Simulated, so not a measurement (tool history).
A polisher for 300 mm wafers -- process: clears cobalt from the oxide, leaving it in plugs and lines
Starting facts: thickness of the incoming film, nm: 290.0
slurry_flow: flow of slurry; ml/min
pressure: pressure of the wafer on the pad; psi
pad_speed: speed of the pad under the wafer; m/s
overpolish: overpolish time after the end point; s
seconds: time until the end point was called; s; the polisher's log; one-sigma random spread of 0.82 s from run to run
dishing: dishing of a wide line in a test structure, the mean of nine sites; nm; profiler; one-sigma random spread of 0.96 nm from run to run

run  hour  slurry_flow  pressure  pad_speed  overpolish  seconds  dishing
  1     0          300         2       0.88          26   78.671   54.991
  2   6.3          300       2.2        0.9          23   73.582    52.88
  3   7.4          300       2.2        0.9          34   72.837   62.802
  4  14.9          300       2.4       0.94          29   67.717   61.046
  5  22.9          305       2.6          1          24   60.052   58.604
  6  24.8          305       2.7       1.04          21   54.557   58.458
  7  28.1          305       2.8       1.06          19   54.204   55.094
  8  33.5          305       2.9       1.08          18   51.899   54.633
  9  37.4          305       2.9       1.08          18   52.257   55.917

Expected results for the next run?
 10  40.4          305       2.9        1.1          17        ?        ?

Run 10 produced seconds 51.202 s, dishing 55.391 nm.
